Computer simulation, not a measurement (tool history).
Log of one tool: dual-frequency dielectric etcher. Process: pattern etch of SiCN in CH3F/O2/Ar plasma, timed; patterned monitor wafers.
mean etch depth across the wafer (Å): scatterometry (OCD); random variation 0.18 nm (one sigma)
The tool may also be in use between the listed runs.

| run | hour | source power (W) | bias power (W) | etch time (s) | mean etch depth across the wafer (Å) |
|---|---|---|---|---|---|
| 1 | 0.0 | 440 | 64 | 67 | 240.70 |
| 2 | 6.5 | 440 | 70 | 67 | 247.91 |
| 3 | 10.3 | 470 | 71 | 67 | 259.98 |
| 4 | 16.6 | 470 | 71 | 61 | 235.11 |
| 5 | 19.0 | 490 | 74 | 62 | 250.87 |
| 6 | 21.9 | 560 | 74 | 62 | 267.52 |

Run 7 comes next. What will it give?
| 7 | 29.6 | 570 | 75 | 62 | ? |

Run 7 gave mean etch depth across the wafer (Å) 272.80.
